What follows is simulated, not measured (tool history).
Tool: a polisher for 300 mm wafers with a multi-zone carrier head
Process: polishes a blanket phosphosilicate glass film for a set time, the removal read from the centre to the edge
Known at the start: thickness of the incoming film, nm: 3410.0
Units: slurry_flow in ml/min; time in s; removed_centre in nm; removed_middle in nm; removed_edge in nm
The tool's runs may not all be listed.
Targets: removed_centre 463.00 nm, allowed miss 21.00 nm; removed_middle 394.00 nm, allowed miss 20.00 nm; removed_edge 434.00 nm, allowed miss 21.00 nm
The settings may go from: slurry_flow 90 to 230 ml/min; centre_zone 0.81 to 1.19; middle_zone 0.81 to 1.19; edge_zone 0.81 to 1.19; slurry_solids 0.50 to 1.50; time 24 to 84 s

| run | hour | slurry_flow | centre_zone | middle_zone | edge_zone | slurry_solids | time | removed_centre | removed_middle | removed_edge |
|---|---|---|---|---|---|---|---|---|---|---|
| 1 | 0.0 | 150 | 1.00 | 1.00 | 1.00 | 1.00 | 54 | 658.86 | 658.26 | 665.81 |
| 2 | 1.1 | 150 | 1.00 | 1.00 | 1.00 | 1.00 | 44 | 540.63 | 537.27 | 550.07 |
| 3 | 1.9 | 150 | 1.00 | 0.99 | 0.99 | 0.95 | 44 | 513.94 | 525.50 | 522.25 |
| 4 | 4.2 | 145 | 1.01 | 0.97 | 0.99 | 0.95 | 44 | 522.72 | 507.40 | 514.86 |
| 5 | 12.7 | 140 | 1.01 | 0.95 | 0.99 | 0.95 | 44 | 517.01 | 492.34 | 521.07 |
| 6 | 15.8 | 140 | 1.01 | 0.95 | 0.94 | 0.95 | 44 | 516.06 | 512.53 | 504.54 |
| 7 | 23.0 | 140 | 1.02 | 0.94 | 0.94 | 0.95 | 44 | 513.33 | 500.10 | 506.49 |
| 8 | 29.3 | 140 | 1.03 | 0.93 | 0.94 | 0.95 | 44 | 518.72 | 492.68 | 516.47 |
| 9 | 32.2 | 135 | 1.04 | 0.92 | 0.93 | 0.90 | 44 | 505.71 | 458.76 | 489.25 |
|  | 40.5 | slurry nozzle cleaned |
| 10 | 40.5 | 135 | 1.04 | 0.92 | 0.92 | 0.90 | 44 | 552.71 | 505.74 | 505.20 |
| 11 | 45.1 | 135 | 1.03 | 0.91 | 0.92 | 0.85 | 44 | 524.80 | 484.70 | 485.23 |
| 12 | 49.3 | 110 | 1.03 | 0.81 | 0.93 | 0.70 | 43 | 426.37 | 356.07 | 401.67 |
| 13 | 56.6 | 115 | 1.03 | 0.81 | 0.93 | 0.70 | 43 | 429.71 | 348.62 | 400.22 |
| 14 | 60.3 | 120 | 1.03 | 0.82 | 0.93 | 0.70 | 43 | 432.56 | 355.93 | 410.24 |
| 15 | 67.7 | 120 | 1.03 | 0.83 | 0.93 | 0.70 | 43 | 429.26 | 359.90 | 404.83 |
| 16 | 71.1 | 150 | 1.04 | 0.87 | 0.98 | 0.80 | 43 | 495.56 | 438.11 | 470.71 |
| 17 | 75.9 | 145 | 1.04 | 0.87 | 0.98 | 0.80 | 43 | 505.31 | 434.60 | 469.24 |
| 18 | 84.6 | 140 | 1.04 | 0.87 | 0.98 | 0.80 | 43 | 496.43 | 432.16 | 467.47 |
| 19 | 85.2 | 115 | 1.04 | 0.83 | 0.93 | 0.70 | 43 | 430.21 | 366.94 | 392.77 |

Which of these 5 next moves meets every target?
| A | 85.8 | 120 | 1.10 | 0.81 | 0.98 | 0.70 | 43 | ? | ? | ? |
| B | 85.8 | 105 | 1.10 | 1.05 | 0.94 | 0.50 | 48 | ? | ? | ? |
| C | 85.8 | 95 | 1.18 | 0.94 | 0.89 | 0.55 | 51 | ? | ? | ? |
| D | 85.8 | 90 | 1.11 | 0.84 | 0.89 | 0.60 | 45 | ? | ? | ? |
| E | 85.8 | 100 | 1.04 | 0.86 | 0.87 | 0.70 | 48 | ? | ? | ? |

| move | removed_centre | removed_middle | removed_edge |
|---|---|---|---|
| A | 452.44 | 358.07 | 413.06 |
| B | 349.19 | 343.68 | 314.48 |
| C | 434.67 | 364.29 | 359.71 |
| D | 389.62 | 317.25 | 345.39 |
| E | 459.03 | 405.73 | 425.62 |
A: brings the result that was furthest off to its target, and leaves another outside
B: further off than the last run
C: further off than the last run
D: further off than the last run
E: meets every target
Move E is the one to make.
